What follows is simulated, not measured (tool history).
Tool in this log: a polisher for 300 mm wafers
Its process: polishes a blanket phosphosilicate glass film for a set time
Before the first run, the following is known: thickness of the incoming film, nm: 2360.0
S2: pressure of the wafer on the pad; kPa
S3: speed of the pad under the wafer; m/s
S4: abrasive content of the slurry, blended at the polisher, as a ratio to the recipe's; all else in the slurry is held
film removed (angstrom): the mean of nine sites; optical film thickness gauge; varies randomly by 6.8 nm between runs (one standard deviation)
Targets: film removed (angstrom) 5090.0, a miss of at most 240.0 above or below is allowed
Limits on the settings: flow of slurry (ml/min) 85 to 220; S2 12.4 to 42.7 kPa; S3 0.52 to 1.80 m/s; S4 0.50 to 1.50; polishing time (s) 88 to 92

run 1 hour=0.0 | flow_of_slurry_(ml/min)=140 S2=27.6 S3=1.16 S4=1.00 polishing_time_(s)=88 | film_removed_(angstrom)=9433.2
run 2 hour=5.0 | flow_of_slurry_(ml/min)=140 S2=24.8 S3=1.14 S4=1.00 polishing_time_(s)=88 | film_removed_(angstrom)=8583.3
run 3 hour=12.6 | flow_of_slurry_(ml/min)=140 S2=24.8 S3=1.14 S4=0.90 polishing_time_(s)=88 | film_removed_(angstrom)=8150.1
run 4 hour=18.1 | flow_of_slurry_(ml/min)=140 S2=24.8 S3=1.14 S4=1.10 polishing_time_(s)=88 | film_removed_(angstrom)=8742.2
run 5 hour=23.2 | flow_of_slurry_(ml/min)=140 S2=22.8 S3=1.12 S4=1.10 polishing_time_(s)=88 | film_removed_(angstrom)=7866.8
run 6 hour=28.4 | flow_of_slurry_(ml/min)=140 S2=20.7 S3=1.12 S4=1.10 polishing_time_(s)=88 | film_removed_(angstrom)=7192.7
run 7 hour=29.3 | flow_of_slurry_(ml/min)=140 S2=20.7 S3=1.12 S4=1.10 polishing_time_(s)=88 | film_removed_(angstrom)=7405.6
run 8 hour=35.2 | flow_of_slurry_(ml/min)=140 S2=19.3 S3=1.10 S4=1.10 polishing_time_(s)=88 | film_removed_(angstrom)=6616.8
run 9 hour=43.3 | flow_of_slurry_(ml/min)=140 S2=17.9 S3=1.10 S4=1.10 polishing_time_(s)=88 | film_removed_(angstrom)=6228.9
run 10 hour=44.9 | flow_of_slurry_(ml/min)=140 S2=17.2 S3=1.10 S4=1.10 polishing_time_(s)=88 | film_removed_(angstrom)=5920.1
run 11 hour=48.0 | flow_of_slurry_(ml/min)=140 S2=16.5 S3=1.10 S4=1.10 polishing_time_(s)=88 | film_removed_(angstrom)=5821.7
run 12 hour=48.7 | flow_of_slurry_(ml/min)=140 S2=15.9 S3=1.10 S4=1.10 polishing_time_(s)=88 | film_removed_(angstrom)=5529.3

Which of these 4 next moves meets every target?
run A hour=49.4 | flow_of_slurry_(ml/min)=145 S2=17.2 S3=1.10 S4=1.00 polishing_time_(s)=89 | film_removed_(angstrom)=?
run B hour=49.4 | flow_of_slurry_(ml/min)=145 S2=13.8 S3=1.14 S4=1.05 polishing_time_(s)=90 | film_removed_(angstrom)=?
run C hour=49.4 | flow_of_slurry_(ml/min)=130 S2=22.1 S3=0.80 S4=1.05 polishing_time_(s)=92 | film_removed_(angstrom)=?
run D hour=49.4 | flow_of_slurry_(ml/min)=150 S2=20.0 S3=0.98 S4=1.20 polishing_time_(s)=89 | film_removed_(angstrom)=?

move=A film_removed_(angstrom)=5840.9
move=B film_removed_(angstrom)=4997.8
move=C film_removed_(angstrom)=5911.9
move=D film_removed_(angstrom)=6542.4
A: its largest miss is bigger than the last run's
B: all results in spec
C: its largest miss is bigger than the last run's
D: its largest miss is bigger than the last run's
The move that meets every target is B.
